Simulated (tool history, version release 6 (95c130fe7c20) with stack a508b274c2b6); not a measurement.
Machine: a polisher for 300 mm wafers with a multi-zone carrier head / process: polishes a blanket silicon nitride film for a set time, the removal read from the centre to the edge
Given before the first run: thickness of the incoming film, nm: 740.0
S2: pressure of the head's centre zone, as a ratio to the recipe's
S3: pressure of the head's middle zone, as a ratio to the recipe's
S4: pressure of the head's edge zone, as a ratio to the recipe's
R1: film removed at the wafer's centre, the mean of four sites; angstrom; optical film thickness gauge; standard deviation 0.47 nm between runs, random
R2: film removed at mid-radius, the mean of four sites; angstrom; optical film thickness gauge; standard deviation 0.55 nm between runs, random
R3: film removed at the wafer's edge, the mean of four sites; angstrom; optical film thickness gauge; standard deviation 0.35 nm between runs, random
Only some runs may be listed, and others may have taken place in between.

Run 1, hour 0: flow of slurry (ml/min) 275, S2 1, S3 1, S4 1, polishing time (s) 30. Result: R1 654.06 angstrom, R2 635.59 angstrom, R3 650.95 angstrom.
Run 2, hour 4.7: flow of slurry (ml/min) 275, S2 1, S3 1, S4 0.94, polishing time (s) 30. Result: R1 644.61 angstrom, R2 632.79 angstrom, R3 637.16 angstrom.
Run 3, hour 5.6: flow of slurry (ml/min) 280, S2 1.03, S3 1.01, S4 0.92, polishing time (s) 26. Result: R1 591.13 angstrom, R2 564.67 angstrom, R3 541.8 angstrom.
Run 4, hour 11.4: flow of slurry (ml/min) 315, S2 1.03, S3 1.01, S4 0.92, polishing time (s) 26. Result: R1 586.79 angstrom, R2 561.35 angstrom, R3 560.57 angstrom.
Run 5, hour 16.4: flow of slurry (ml/min) 315, S2 0.94, S3 1.01, S4 0.92, polishing time (s) 26. Result: R1 549.34 angstrom, R2 551.1 angstrom, R3 552.77 angstrom.
Run 6, hour 20.5: flow of slurry (ml/min) 295, S2 0.97, S3 1, S4 0.89, polishing time (s) 24. Result: R1 517.42 angstrom, R2 520.15 angstrom, R3 503.77 angstrom.
Run 7, hour 25.4: flow of slurry (ml/min) 280, S2 1, S3 0.98, S4 0.87, polishing time (s) 23. Result: R1 496.24 angstrom, R2 480.34 angstrom, R3 478.95 angstrom.

Forecast run 8:
Run 8, hour 32.5: flow of slurry (ml/min) 280, S2 1, S3 0.98, S4 0.87, polishing time (s) 23. Result: R1 ?, R2 ?, R3 ?.

Run 8 measured R1 496.87 angstrom, R2 483.3 angstrom, R3 477.59 angstrom.

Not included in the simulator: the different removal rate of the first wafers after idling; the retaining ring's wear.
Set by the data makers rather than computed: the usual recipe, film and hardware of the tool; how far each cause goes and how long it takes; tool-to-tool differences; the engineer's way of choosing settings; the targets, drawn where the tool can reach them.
